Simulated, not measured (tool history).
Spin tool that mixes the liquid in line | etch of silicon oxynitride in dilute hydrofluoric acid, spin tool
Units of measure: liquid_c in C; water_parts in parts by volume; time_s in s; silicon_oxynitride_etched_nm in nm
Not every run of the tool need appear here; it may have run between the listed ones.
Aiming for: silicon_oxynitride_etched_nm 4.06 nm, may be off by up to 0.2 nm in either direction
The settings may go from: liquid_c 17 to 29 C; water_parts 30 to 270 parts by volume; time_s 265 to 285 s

run 1 hour=0 | liquid_c=21 water_parts=150 time_s=265 | silicon_oxynitride_etched_nm=2.1689
run 2 hour=7.3 | liquid_c=21 water_parts=175 time_s=265 | silicon_oxynitride_etched_nm=1.8202
run 3 hour=14.1 | liquid_c=23 water_parts=155 time_s=265 | silicon_oxynitride_etched_nm=2.3393
run 4 hour=17.2 | liquid_c=20 water_parts=155 time_s=265 | silicon_oxynitride_etched_nm=2.014
run 5 hour=22.5 | liquid_c=18 water_parts=155 time_s=265 | silicon_oxynitride_etched_nm=1.8185
run 6 hour=31 | liquid_c=18 water_parts=155 time_s=265 | silicon_oxynitride_etched_nm=1.8083
run 7 hour=33.4 | liquid_c=21 water_parts=140 time_s=265 | silicon_oxynitride_etched_nm=2.3828
run 8 hour=38.6 | liquid_c=23 water_parts=135 time_s=265 | silicon_oxynitride_etched_nm=2.66
run 9 hour=40.2 | liquid_c=24.5 water_parts=125 time_s=265 | silicon_oxynitride_etched_nm=3.076
run 10 hour=43.1 | liquid_c=24.5 water_parts=125 time_s=265 | silicon_oxynitride_etched_nm=3.1725
run 11 hour=47.2 | liquid_c=25.5 water_parts=125 time_s=265 | silicon_oxynitride_etched_nm=3.2966
run 12 hour=50.7 | liquid_c=26.5 water_parts=125 time_s=265 | silicon_oxynitride_etched_nm=3.4561
run 13 hour=53.9 | liquid_c=27 water_parts=125 time_s=265 | silicon_oxynitride_etched_nm=3.5217
run 14 hour=60.7 | liquid_c=27 water_parts=125 time_s=265 | silicon_oxynitride_etched_nm=3.606
run 15 hour=69.5 | liquid_c=27.5 water_parts=125 time_s=265 | silicon_oxynitride_etched_nm=3.6057

Exactly one of the 4 candidate moves below puts every result within its allowed miss. Which one?
run A hour=78.3 | liquid_c=29 water_parts=150 time_s=280 | silicon_oxynitride_etched_nm=?
run B hour=78.3 | liquid_c=25.5 water_parts=110 time_s=285 | silicon_oxynitride_etched_nm=?
run C hour=78.3 | liquid_c=27 water_parts=120 time_s=265 | silicon_oxynitride_etched_nm=?
run D hour=78.3 | liquid_c=26.5 water_parts=120 time_s=265 | silicon_oxynitride_etched_nm=?

move=A silicon_oxynitride_etched_nm=3.331
move=B silicon_oxynitride_etched_nm=4.0941
move=C silicon_oxynitride_etched_nm=3.7052
move=D silicon_oxynitride_etched_nm=3.6218
A: lands further from the targets than the last run did
B: every result lands within tolerance
C: nearer the targets than the last run, but a result is still out of spec
D: no nearer and no further than the last run
Go with B: it meets all targets.
